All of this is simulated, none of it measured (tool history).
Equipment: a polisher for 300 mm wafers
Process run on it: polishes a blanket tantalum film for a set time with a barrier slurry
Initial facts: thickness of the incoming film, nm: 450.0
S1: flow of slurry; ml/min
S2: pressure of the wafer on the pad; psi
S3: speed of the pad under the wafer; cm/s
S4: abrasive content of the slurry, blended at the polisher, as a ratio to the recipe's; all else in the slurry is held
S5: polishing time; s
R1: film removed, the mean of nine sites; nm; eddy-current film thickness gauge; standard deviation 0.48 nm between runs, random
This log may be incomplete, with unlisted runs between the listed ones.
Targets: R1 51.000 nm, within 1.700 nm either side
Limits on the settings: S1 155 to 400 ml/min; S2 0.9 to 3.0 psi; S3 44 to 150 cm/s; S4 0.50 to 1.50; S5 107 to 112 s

run,hour,S1,S2,S3,S4,S5,R1
1,0.0,255,1.9,96,1.00,107,158.920
2,4.3,250,1.8,90,1.00,107,143.190
3,6.2,250,1.8,90,1.00,112,149.320
4,14.9,285,1.8,90,1.00,112,154.070
5,22.4,285,1.8,90,1.00,112,152.070
6,25.6,285,1.8,90,1.00,107,145.520
7,27.0,280,1.7,84,0.95,107,127.490
8,30.3,275,1.6,80,0.90,107,111.010
9,31.8,270,1.5,76,0.90,107,100.550
10,34.0,265,1.4,72,0.90,107,87.733
11,42.0,260,1.3,70,0.90,107,78.588
12,45.0,255,1.3,70,0.90,107,80.441
13,53.9,250,1.3,68,0.90,107,77.421
14,57.9,245,1.3,66,0.90,107,75.473
15,63.9,240,1.3,66,0.90,107,74.323
16,70.5,235,1.3,66,0.90,107,76.305
17,76.2,235,0.9,44,0.90,107,35.505
18,82.3,235,1.0,44,0.90,107,39.225
19,85.4,235,1.2,44,0.90,107,47.223

Next run, 5 choices. One meets every target within its allowed miss, the rest don't. Which?
A,88.5,275,1.3,50,0.80,107,?
B,88.5,185,1.0,52,0.75,109,?
C,88.5,240,1.4,44,0.85,107,?
D,88.5,235,1.2,44,1.10,107,?
E,88.5,240,1.1,56,0.85,112,?

move,R1
A,55.955
B,43.186
C,53.936
D,50.754
E,56.303
A: takes the biggest miss from the last run beyond its target
B: the biggest miss grows against the last run
C: takes the biggest miss from the last run beyond its target
D: every result lands within tolerance
E: takes the biggest miss from the last run beyond its target
Go with D: it meets all targets.
